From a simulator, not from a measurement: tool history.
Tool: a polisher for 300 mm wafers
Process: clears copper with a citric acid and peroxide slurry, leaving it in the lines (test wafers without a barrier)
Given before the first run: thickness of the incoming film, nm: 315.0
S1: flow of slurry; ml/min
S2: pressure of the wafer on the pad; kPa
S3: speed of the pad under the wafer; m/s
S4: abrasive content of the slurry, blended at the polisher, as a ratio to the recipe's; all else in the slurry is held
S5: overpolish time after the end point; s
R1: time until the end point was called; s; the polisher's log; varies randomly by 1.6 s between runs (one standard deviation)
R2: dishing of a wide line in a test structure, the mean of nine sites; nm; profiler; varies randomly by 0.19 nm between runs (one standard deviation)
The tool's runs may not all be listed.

| run | day | S1 | S2 | S3 | S4 | S5 | R1 | R2 |
|---|---|---|---|---|---|---|---|---|
| 1 | 0 | 215 | 23.4 | 1.12 | 1 | 16 | 125.46 | 31.609 |
| 2 | 0.104 | 215 | 23.4 | 1.12 | 1.15 | 16 | 116.84 | 32.56 |
| 3 | 0.425 | 215 | 23.4 | 1.12 | 1.15 | 20 | 119.73 | 39.065 |
| 4 | 0.696 | 215 | 23.4 | 1.12 | 1.3 | 20 | 115.1 | 40.554 |
| 5 | 0.938 | 215 | 23.4 | 1.12 | 1.3 | 14 | 116.83 | 29.691 |
| 6 | 1.217 | 220 | 22.8 | 1.16 | 1.35 | 11 | 111.58 | 23.507 |

Run 7 has not been measured yet. What should we expect?
| 7 | 1.496 | 230 | 22.8 | 1.2 | 1.4 | 9 | ? | ? |

{"run 7": {"R1": 108.35, "R2": 20.713}}

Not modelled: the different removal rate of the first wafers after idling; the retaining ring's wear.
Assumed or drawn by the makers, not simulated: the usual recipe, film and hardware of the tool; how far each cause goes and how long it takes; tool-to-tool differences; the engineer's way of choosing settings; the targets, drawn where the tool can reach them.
